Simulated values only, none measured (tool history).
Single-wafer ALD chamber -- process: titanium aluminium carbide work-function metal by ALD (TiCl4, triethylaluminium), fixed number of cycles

run	hour	heater temperature setpoint (°C)	triethylaluminium pulse time (s)	mean film thickness on the monitor wafer (nm)
1	0	305	7.62	2.2601
2	1.8	303	7.3	2.2305
3	4.9	296	7.3	2.143
4	7.7	294	7.15	2.1137
5	15.6	293	7.02	2.1065
6	22.4	292	6.86	2.0753
7	27.1	291	6.78	2.0741
8	32.6	290	6.65	2.0647

Run 9, settings as shown, results not yet in. Your forecast:
9	39.8	290	6.65	?

mean film thickness on the monitor wafer (nm): 2.0241

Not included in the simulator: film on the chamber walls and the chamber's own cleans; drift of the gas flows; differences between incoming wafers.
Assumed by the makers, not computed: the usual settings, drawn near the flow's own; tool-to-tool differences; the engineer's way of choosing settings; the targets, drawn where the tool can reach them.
